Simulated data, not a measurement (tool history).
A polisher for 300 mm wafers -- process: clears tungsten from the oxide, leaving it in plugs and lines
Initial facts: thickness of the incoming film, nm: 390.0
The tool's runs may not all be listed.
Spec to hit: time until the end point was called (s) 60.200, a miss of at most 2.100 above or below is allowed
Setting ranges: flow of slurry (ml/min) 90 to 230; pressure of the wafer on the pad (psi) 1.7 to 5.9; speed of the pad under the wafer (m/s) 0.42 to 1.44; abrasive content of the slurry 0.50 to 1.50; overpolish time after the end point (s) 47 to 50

run,hour,flow of slurry (ml/min),pressure of the wafer on the pad (psi),speed of the pad under the wafer (m/s),abrasive content of the slurry,overpolish time after the end point (s),time until the end point was called (s)
1,0.0,150,3.8,0.92,1.00,47,81.879
2,5.7,150,3.8,0.70,1.00,47,107.020
3,6.3,150,4.0,0.70,1.00,47,101.230
4,7.8,150,4.0,0.48,1.00,47,144.280
5,12.1,165,4.0,0.48,1.00,47,143.990
6,19.2,135,4.0,0.48,1.00,47,146.700
7,24.4,135,4.2,0.50,1.00,47,134.300
8,28.4,135,4.4,0.52,1.00,47,125.550
9,31.8,135,4.6,0.54,1.00,47,115.620

Exercise: of the 4 proposed moves below, exactly one satisfies all targets within the stated allowed misses. Which move is it?
A,35.2,165,5.9,0.72,1.00,50,?
B,35.2,130,5.3,0.86,0.95,50,?
C,35.2,140,5.5,0.84,0.95,47,?
D,35.2,125,5.0,1.02,0.90,47,?

move,time until the end point was called (s)
A,66.976
B,66.841
C,64.910
D,61.669
A: nearer than the last run, and not there yet
B: nearer than the last run, and not there yet
C: nearer than the last run, and not there yet
D: all results in spec
D meets every target.
